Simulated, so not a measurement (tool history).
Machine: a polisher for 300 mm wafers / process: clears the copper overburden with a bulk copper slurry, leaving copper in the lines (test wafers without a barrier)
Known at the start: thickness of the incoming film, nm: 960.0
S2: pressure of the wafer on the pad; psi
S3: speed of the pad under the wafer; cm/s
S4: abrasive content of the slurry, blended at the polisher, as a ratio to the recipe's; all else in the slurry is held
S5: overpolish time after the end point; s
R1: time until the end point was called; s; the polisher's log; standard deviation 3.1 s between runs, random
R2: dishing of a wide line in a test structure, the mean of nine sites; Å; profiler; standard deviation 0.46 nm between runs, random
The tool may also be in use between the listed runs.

{"run": 1, "hour": 0.0, "flow of slurry (ml/min)": 125, "S2": 3.1, "S3": 86, "S4": 1.0, "S5": 24, "R1": 134.53, "R2": 491.37}
{"run": 2, "hour": 3.2, "flow of slurry (ml/min)": 120, "S2": 2.9, "S3": 82, "S4": 1.0, "S5": 22, "R1": 150.8, "R2": 462.76}
{"run": 3, "hour": 9.6, "flow of slurry (ml/min)": 120, "S2": 2.3, "S3": 82, "S4": 1.0, "S5": 22, "R1": 192.17, "R2": 425.09}
{"run": 4, "hour": 17.7, "flow of slurry (ml/min)": 115, "S2": 2.2, "S3": 80, "S4": 1.0, "S5": 20, "R1": 203.76, "R2": 394.76}
{"run": 5, "hour": 23.5, "flow of slurry (ml/min)": 145, "S2": 2.2, "S3": 80, "S4": 1.0, "S5": 20, "R1": 196.48, "R2": 403.08}
{"run": 6, "hour": 28.6, "flow of slurry (ml/min)": 160, "S2": 2.2, "S3": 80, "S4": 1.0, "S5": 20, "R1": 193.0, "R2": 400.24}
{"run": 7, "hour": 29.5, "flow of slurry (ml/min)": 155, "S2": 2.1, "S3": 76, "S4": 1.0, "S5": 19, "R1": 213.07, "R2": 381.86}
{"run": 8, "hour": 30.0, "flow of slurry (ml/min)": 155, "S2": 2.0, "S3": 74, "S4": 1.0, "S5": 18, "R1": 233.03, "R2": 344.45}
{"run": 9, "hour": 39.0, "flow of slurry (ml/min)": 150, "S2": 1.9, "S3": 72, "S4": 1.0, "S5": 18, "R1": 247.86, "R2": 338.27}
{"run": 10, "hour": 46.5, "flow of slurry (ml/min)": 145, "S2": 1.8, "S3": 70, "S4": 1.0, "S5": 19, "R1": 270.63, "R2": 325.5}
{"run": 11, "hour": 54.7, "flow of slurry (ml/min)": 140, "S2": 1.7, "S3": 70, "S4": 1.0, "S5": 20, "R1": 285.47, "R2": 324.87}
{"run": 12, "hour": 62.7, "flow of slurry (ml/min)": 135, "S2": 1.7, "S3": 70, "S4": 1.0, "S5": 20, "R1": 287.98, "R2": 325.63}
{"run": 13, "hour": 70.3, "flow of slurry (ml/min)": 130, "S2": 1.7, "S3": 70, "S4": 1.0, "S5": 20, "R1": 290.75, "R2": 326.36}
{"run": 14, "hour": 78.4, "flow of slurry (ml/min)": 125, "S2": 1.7, "S3": 70, "S4": 1.0, "S5": 20, "R1": 288.45, "R2": 318.64}
{"run": 15, "hour": 83.1, "flow of slurry (ml/min)": 125, "S2": 1.7, "S3": 70, "S4": 1.0, "S5": 21, "R1": 289.29, "R2": 318.33}
{"run": 16, "hour": 90.3, "flow of slurry (ml/min)": 95, "S2": 1.4, "S3": 60, "S4": 1.0, "S5": 21, "R1": 423.51, "R2": 257.23}
{"run": 17, "hour": 90.9, "flow of slurry (ml/min)": 100, "S2": 1.4, "S3": 60, "S4": 1.0, "S5": 22, "R1": 419.8, "R2": 269.7}
{"run": 18, "hour": 93.5, "flow of slurry (ml/min)": 105, "S2": 1.4, "S3": 60, "S4": 1.0, "S5": 22, "R1": 418.74, "R2": 261.72}
{"run": 19, "hour": 101.7, "flow of slurry (ml/min)": 110, "S2": 1.4, "S3": 60, "S4": 1.0, "S5": 23, "R1": 418.99, "R2": 282.15}
{"run": 20, "hour": 107.8, "flow of slurry (ml/min)": 115, "S2": 1.4, "S3": 60, "S4": 1.0, "S5": 23, "R1": 414.94, "R2": 286.99}
{"run": 21, "hour": 109.2, "flow of slurry (ml/min)": 120, "S2": 1.4, "S3": 60, "S4": 1.0, "S5": 23, "R1": 410.54, "R2": 271.22}
{"run": 22, "hour": 114.7, "flow of slurry (ml/min)": 130, "S2": 1.8, "S3": 60, "S4": 1.0, "S5": 33, "R1": 315.38, "R2": 403.78}
{"run": 23, "hour": 116.4, "flow of slurry (ml/min)": 125, "S2": 1.8, "S3": 60, "S4": 1.0, "S5": 32, "R1": 320.94, "R2": 378.46}
{"run": 24, "hour": 125.2, "flow of slurry (ml/min)": 120, "S2": 1.8, "S3": 60, "S4": 1.0, "S5": 31, "R1": 323.65, "R2": 386.98}

Expected results for the next run?
{"run": 25, "hour": 126.4, "flow of slurry (ml/min)": 115, "S2": 1.8, "S3": 60, "S4": 1.0, "S5": 30, "R1": "?", "R2": "?"}

For run 25 the tool returned R1 324.81 s, R2 385.04 Å.
